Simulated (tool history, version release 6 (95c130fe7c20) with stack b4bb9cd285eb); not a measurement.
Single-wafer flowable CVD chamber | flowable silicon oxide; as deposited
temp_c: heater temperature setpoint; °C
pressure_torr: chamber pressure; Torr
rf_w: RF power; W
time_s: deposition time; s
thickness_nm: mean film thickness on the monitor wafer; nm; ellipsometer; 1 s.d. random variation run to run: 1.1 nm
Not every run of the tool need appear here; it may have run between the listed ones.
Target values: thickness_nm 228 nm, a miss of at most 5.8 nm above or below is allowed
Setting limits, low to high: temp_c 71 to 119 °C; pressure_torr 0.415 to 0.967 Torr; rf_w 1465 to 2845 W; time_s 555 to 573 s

run,hour,temp_c,pressure_torr,rf_w,time_s,thickness_nm
1,0,95,0.691,2155,555,322.93
2,6.4,101,0.691,2155,555,256.45
3,8.9,102,0.691,2155,555,247.82
4,16.7,103,0.691,2155,555,238.31
5,18.4,110,0.691,2155,555,185.64
6,23,110,0.571,2155,555,155.68
7,27.5,98,0.575,2155,555,243.67
8,35.1,99,0.575,2155,555,236.07

Exercise: of the 4 proposed moves below, exactly one satisfies all targets within the stated allowed misses. Which move is it?
A,42.7,100,0.598,2450,555,?
B,42.7,98,0.535,1890,573,?
C,42.7,96,0.555,1885,561,?
D,42.7,95,0.522,2180,561,?

move,thickness_nm
A,240.28
B,224.92
C,245.28
D,251.88
A: lands further from the targets than the last run did
B: every result within its allowed miss
C: lands further from the targets than the last run did
D: lands further from the targets than the last run did
So the answer is move B, the one that meets all the targets.
